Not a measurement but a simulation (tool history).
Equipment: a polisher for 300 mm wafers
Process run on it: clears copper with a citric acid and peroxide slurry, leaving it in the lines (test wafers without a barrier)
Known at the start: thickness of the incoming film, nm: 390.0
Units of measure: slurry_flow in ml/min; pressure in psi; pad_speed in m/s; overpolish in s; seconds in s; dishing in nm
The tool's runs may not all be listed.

run,hour,slurry_flow,pressure,pad_speed,slurry_solids,overpolish,seconds,dishing
1,0,300,3.8,1.04,1,28,118.03,48.859
2,0.9,295,3.2,1.06,1,22,131.15,37.191
3,3.6,260,2.8,1.1,0.9,18,150.73,30.351
4,5.8,235,2.5,1.2,0.8,15,150.5,24.943
5,9.2,220,2.3,1.28,0.7,13,159.81,21.632
6,16.1,210,2.1,1.38,0.65,12,163.45,20.06
7,22.5,210,2.1,1.38,0.65,12,158.69,20
8,29.3,210,2.1,1.38,0.65,12,164.85,20.468
9,38,205,1.7,1.5,0.6,8,176.02,12.751
10,39.7,205,1.8,1.52,0.6,8,172.64,13.655

Run 11 has not been measured yet. What should we expect?
11,40.3,215,2.3,1.56,0.65,8,?,?

seconds: 135.29 s
dishing: 16.593 nm
